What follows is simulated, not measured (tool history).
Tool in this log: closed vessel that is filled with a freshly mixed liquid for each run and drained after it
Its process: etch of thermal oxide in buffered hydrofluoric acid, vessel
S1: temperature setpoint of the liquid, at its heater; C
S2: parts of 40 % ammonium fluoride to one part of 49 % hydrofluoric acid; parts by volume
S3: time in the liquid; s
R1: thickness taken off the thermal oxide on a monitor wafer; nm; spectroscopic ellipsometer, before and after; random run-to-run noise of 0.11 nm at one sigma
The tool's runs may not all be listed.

run 1 hour=0 | S1=21 S2=17 S3=30 | R1=20.054
run 2 hour=1.2 | S1=24.5 S2=17 S3=30 | R1=24.245
run 3 hour=6.2 | S1=22.5 S2=18 S3=30 | R1=20.338
run 4 hour=7.7 | S1=21 S2=18.5 S3=30 | R1=18.333
run 5 hour=13.3 | S1=21 S2=18.5 S3=30 | R1=18.216
run 6 hour=16.7 | S1=20 S2=19 S3=30 | R1=17.153

What will run 7 give?
run 7 hour=23.8 | S1=17 S2=20.5 S3=30 | R1=?

{"run 7": {"R1": 13.319}}
